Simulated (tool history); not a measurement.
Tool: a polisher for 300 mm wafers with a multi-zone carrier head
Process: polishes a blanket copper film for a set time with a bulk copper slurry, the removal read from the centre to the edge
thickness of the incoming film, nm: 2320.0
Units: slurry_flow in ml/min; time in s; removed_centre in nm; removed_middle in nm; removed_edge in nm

run	day	slurry_flow	centre_zone	middle_zone	edge_zone	slurry_solids	time	removed_centre	removed_middle	removed_edge
1	0	150	1	1	1	1	67	685.79	696.11	698.13
2	0.054	150	1	1	1	1	80	805.99	835.55	824.33
3	0.175	120	1	1	1	1	80	786.56	809.6	800.35
4	0.275	120	1.04	1	1	1	80	809.17	810.43	808.89
5	0.546	120	1.04	1	1.06	1	80	814.82	814.18	808.67
6	0.733	120	1.04	1	1.01	1	80	826.34	818.44	786.98
7	0.9	110	1.02	1.04	0.98	0.85	71	667.79	713.32	671.76
8	1.192	105	1.03	1.06	0.95	0.75	65	617.92	635.83	595.89

The next listed run, before its measurement:
9	1.521	140	0.93	1.14	0.85	0.5	50	?	?	?

{"run 9": {"removed_centre": 414.12, "removed_middle": 502.56, "removed_edge": 428.36}}
